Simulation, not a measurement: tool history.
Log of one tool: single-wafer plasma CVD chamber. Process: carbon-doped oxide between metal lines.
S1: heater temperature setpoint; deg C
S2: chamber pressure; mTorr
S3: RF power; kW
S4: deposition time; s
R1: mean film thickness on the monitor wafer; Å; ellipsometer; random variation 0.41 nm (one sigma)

| run | hour | S1 | S2 | S3 | S4 | R1 |
|---|---|---|---|---|---|---|
| 1 | 0 | 365 | 4310 | 0.455 | 22.6 | 1119.6 |
| 2 | 3.9 | 365 | 4920 | 0.455 | 22.6 | 1156 |
| 3 | 10.6 | 365 | 4920 | 0.505 | 22.6 | 1259 |
| 4 | 13.2 | 364 | 5060 | 0.51 | 22.6 | 1276.4 |
| 5 | 13.9 | 364 | 5060 | 0.51 | 21.5 | 1223.5 |
| 6 | 22.9 | 364 | 5060 | 0.51 | 21.5 | 1216.1 |
| 7 | 29.7 | 364 | 5170 | 0.52 | 21.5 | 1242.7 |
| 8 | 36.2 | 363 | 5270 | 0.525 | 21.5 | 1258.7 |
| 9 | 39.8 | 363 | 5330 | 0.53 | 21.5 | 1271 |
| 10 | 42.8 | 363 | 5390 | 0.535 | 21.5 | 1281.8 |
| 11 | 44.2 | 363 | 5440 | 0.54 | 21.5 | 1297.2 |
| 12 | 48.9 | 363 | 5500 | 0.545 | 21.5 | 1307.4 |
| 13 | 56 | 363 | 5560 | 0.55 | 21.5 | 1322.8 |
| 14 | 62 | 363 | 5610 | 0.555 | 21.5 | 1326.8 |
| 15 | 67.6 | 362 | 5660 | 0.56 | 21.5 | 1351.4 |
| 16 | 71.5 | 361 | 5700 | 0.56 | 21.5 | 1356.8 |
| 17 | 73 | 360 | 5730 | 0.56 | 21.5 | 1351 |
| 18 | 76.9 | 360 | 5740 | 0.565 | 21.5 | 1369.4 |

Forecast run 19:
| 19 | 78.1 | 360 | 5770 | 0.565 | 21.5 | ? |

R1: 1360.4 Å
